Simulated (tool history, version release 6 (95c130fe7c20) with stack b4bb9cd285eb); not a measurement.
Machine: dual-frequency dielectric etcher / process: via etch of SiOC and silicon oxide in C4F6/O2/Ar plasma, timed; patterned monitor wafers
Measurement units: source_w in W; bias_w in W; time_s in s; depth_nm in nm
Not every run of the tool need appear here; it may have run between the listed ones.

run  hour  source_w  bias_w  time_s  depth_nm
  1   0.0       430     174    90.5    117.11
  2   7.2       470     184    90.5    122.99
  3  13.0       470     204    90.5    126.14
  4  15.3       500     211    90.5    131.07
  5  22.8       500     233    90.5    132.73
  6  25.8       520     235    90.5    136.32
  7  29.2       540     236    90.5    137.74
  8  33.9       550     238    91.0    140.49

What does the tool deliver on the next run?
     42.0  -- bias power generator calibrated
  9  42.0       560     239    91.0         ?

{"run 9": {"depth_nm": 144.04}}
